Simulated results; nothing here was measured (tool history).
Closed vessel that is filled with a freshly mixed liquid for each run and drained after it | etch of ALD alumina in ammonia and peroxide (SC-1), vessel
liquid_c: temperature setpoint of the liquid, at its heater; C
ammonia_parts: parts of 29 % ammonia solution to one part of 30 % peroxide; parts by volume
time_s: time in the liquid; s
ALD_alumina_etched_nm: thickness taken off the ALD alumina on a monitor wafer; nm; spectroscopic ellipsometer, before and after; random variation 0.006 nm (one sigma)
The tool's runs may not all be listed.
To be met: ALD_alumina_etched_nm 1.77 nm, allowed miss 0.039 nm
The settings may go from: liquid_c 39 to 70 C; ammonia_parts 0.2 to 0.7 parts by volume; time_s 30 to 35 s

run    day  liquid_c  ammonia_parts  time_s  ALD_alumina_etched_nm
  1      0        55            0.4      35                 2.7769
  2  0.271        55            0.5      35                 2.8489
  3  0.383        55            0.5      30                 2.4219
  4  0.762        53            0.5      30                 2.1899
  5  0.954        52            0.5      30                 2.0777
  6  1.204        52            0.5      30                 2.0734
  7   1.25        51            0.5      30                 1.9675
  8  1.354      50.5            0.5      30                 1.9023
  9    1.4        50            0.5      30                 1.8501

Which of these 5 next moves meets every target?
  A  1.446      49.5            0.6      30                      ?
  B  1.446      46.5            0.5      35                      ?
  C  1.446      47.5            0.6      30                      ?
  D  1.446      50.5            0.5      30                      ?
  E  1.446        48           0.35      35                      ?

move  ALD_alumina_etched_nm
   A                 1.8488
   B                 1.7933
   C                 1.6543
   D                 1.9198
   E                 1.8855
A: as far off as the last run
B: meets every target
C: takes the result that was furthest off past its target
D: further off than the last run
E: further off than the last run
Move B is the one to make.

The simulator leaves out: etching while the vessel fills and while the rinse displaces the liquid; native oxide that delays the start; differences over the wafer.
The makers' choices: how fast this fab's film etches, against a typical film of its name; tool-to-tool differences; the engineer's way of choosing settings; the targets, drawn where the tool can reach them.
